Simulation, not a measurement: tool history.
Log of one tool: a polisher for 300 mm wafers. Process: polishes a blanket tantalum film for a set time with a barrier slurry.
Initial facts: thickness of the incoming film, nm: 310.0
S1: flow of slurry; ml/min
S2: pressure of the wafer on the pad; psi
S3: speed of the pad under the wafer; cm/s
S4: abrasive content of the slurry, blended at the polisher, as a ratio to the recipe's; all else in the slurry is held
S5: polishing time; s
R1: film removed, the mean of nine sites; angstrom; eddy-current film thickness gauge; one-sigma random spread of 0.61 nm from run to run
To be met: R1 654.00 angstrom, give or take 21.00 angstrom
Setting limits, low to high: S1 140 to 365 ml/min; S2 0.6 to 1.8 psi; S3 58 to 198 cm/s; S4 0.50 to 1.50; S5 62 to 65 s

run	hour	S1	S2	S3	S4	S5	R1
1	0.0	235	1.2	128	1.00	62	866.86
2	7.7	235	1.2	128	1.00	62	879.74
3	14.1	235	1.2	128	1.00	65	923.90
4	19.6	235	1.1	128	1.00	65	852.58
5	23.1	235	1.1	128	1.00	65	839.84
6	27.3	235	1.0	128	1.00	65	772.00
7	30.7	230	0.9	128	1.00	65	678.26
8	38.2	225	0.9	128	1.00	65	688.51
9	39.1	220	0.9	128	1.00	65	690.72
10	40.6	220	0.8	128	1.00	65	606.79
11	48.3	225	0.8	128	1.00	65	602.63
12	55.8	225	0.9	128	1.00	65	688.80
13	62.1	225	0.9	128	1.00	64	674.67

Consider the 5 candidate settings below. Which is the only one whose results all fall within their allowed miss of target?
A	68.4	140	0.9	148	0.95	65	?
B	68.4	310	1.0	102	0.90	63	?
C	68.4	145	0.9	134	1.20	62	?
D	68.4	270	0.7	148	1.05	62	?
E	68.4	150	1.0	124	1.10	65	?

move	R1
A	723.72
B	601.81
C	666.06
D	617.48
E	708.43
A: misses by more than the last run did
B: takes the biggest miss from the last run beyond its target
C: in spec on every target
D: takes the biggest miss from the last run beyond its target
E: misses by more than the last run did
The right move is C.

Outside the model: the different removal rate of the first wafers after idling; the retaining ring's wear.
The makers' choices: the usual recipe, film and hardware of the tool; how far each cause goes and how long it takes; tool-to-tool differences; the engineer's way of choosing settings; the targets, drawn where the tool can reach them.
